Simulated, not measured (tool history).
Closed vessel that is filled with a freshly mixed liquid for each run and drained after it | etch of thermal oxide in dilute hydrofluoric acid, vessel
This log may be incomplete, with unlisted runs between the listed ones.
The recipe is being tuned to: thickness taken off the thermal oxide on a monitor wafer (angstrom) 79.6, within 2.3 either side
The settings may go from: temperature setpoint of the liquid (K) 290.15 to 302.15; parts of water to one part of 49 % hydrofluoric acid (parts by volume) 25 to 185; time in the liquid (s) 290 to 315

run,hour,temperature setpoint of the liquid (K),parts of water to one part of 49 % hydrofluoric acid (parts by volume),time in the liquid (s),thickness taken off the thermal oxide on a monitor wafer (angstrom)
1,0,294.15,105,290,111.72
2,3.4,294.15,105,315,122.2
3,6.6,294.15,120,315,106.39
4,12.5,293.15,125,315,97.199
5,13.8,292.65,125,315,94.59
6,20.8,292.15,125,315,93.969
7,27.5,292.15,125,315,93.061
8,31.8,291.65,125,315,90.123
9,40.8,291.15,125,315,89.846
10,46.9,290.65,130,315,83.278

Pick the move, out of 5, that brings all results within their allowed miss; only one does.
A,53,292.65,140,300,?
B,53,290.65,125,310,?
C,53,290.15,120,295,?
D,53,290.15,115,300,?
E,53,290.15,115,305,?

move,thickness taken off the thermal oxide on a monitor wafer (angstrom)
A,78.966
B,85.536
C,83.467
D,89.022
E,90.506
A: meets every target
B: the biggest miss grows against the last run
C: the biggest miss grows against the last run
D: the biggest miss grows against the last run
E: the biggest miss grows against the last run
A meets every target.
